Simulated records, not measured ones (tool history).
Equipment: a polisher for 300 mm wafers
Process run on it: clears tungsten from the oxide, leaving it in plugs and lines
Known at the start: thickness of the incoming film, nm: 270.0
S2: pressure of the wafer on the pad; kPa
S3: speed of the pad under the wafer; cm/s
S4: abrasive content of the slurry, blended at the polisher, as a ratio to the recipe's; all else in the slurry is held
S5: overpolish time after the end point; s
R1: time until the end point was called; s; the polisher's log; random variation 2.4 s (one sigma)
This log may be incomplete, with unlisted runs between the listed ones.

run 1 hour=0.0 | flow_of_slurry_(ml/min)=175 S2=16.5 S3=108 S4=1.00 S5=5 | R1=86.729
run 2 hour=2.6 | flow_of_slurry_(ml/min)=175 S2=16.5 S3=108 S4=1.00 S5=5 | R1=88.152
run 3 hour=8.0 | flow_of_slurry_(ml/min)=175 S2=20.7 S3=108 S4=1.00 S5=5 | R1=74.236
run 4 hour=14.0 | flow_of_slurry_(ml/min)=175 S2=19.3 S3=106 S4=1.00 S5=5 | R1=80.872
run 5 hour=21.0 | flow_of_slurry_(ml/min)=175 S2=18.6 S3=104 S4=1.00 S5=5 | R1=86.786
run 6 hour=26.9 | flow_of_slurry_(ml/min)=175 S2=18.6 S3=104 S4=1.15 S5=5 | R1=81.658
run 7 hour=30.7 | flow_of_slurry_(ml/min)=175 S2=17.9 S3=102 S4=1.15 S5=5 | R1=86.663
-- hour=36.8 worn pad replaced by a new one
run 8 hour=36.8 | flow_of_slurry_(ml/min)=175 S2=17.9 S3=102 S4=1.15 S5=5 | R1=78.803

Run 9, settings as shown, results not yet in. Your forecast:
run 9 hour=41.5 | flow_of_slurry_(ml/min)=175 S2=13.8 S3=94 S4=1.15 S5=5 | R1=?

R1: 104.480 s
